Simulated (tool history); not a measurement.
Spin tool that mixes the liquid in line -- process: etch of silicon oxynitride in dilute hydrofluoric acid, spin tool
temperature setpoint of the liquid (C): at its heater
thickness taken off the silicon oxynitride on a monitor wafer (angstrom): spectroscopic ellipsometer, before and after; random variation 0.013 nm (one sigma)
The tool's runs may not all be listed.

run	hour	temperature setpoint of the liquid (C)	parts of water to one part of 49 % hydrofluoric acid (parts by volume)	time under the liquid (s)	thickness taken off the silicon oxynitride on a monitor wafer (angstrom)
1	0	21	55	70	24.723
2	3.8	20.5	55	70	24.004
3	11.3	20.5	40	70	33.451
4	12.7	23.5	40	70	39.07
5	15.9	22.5	40	70	37.458
6	19.8	22.5	55	70	26.335
7	26.2	21.5	55	70	24.915
8	35.2	20.5	55	70	24.006
9	36.7	20	55	70	23.404
10	44.8	19.5	55	70	22.975

Run 11 is up next; what results do you expect?
# hour 53.9: hydrofluoric acid flow meter replaced
11	53.9	19	55	70	?

thickness taken off the silicon oxynitride on a monitor wafer (angstrom): 23.517
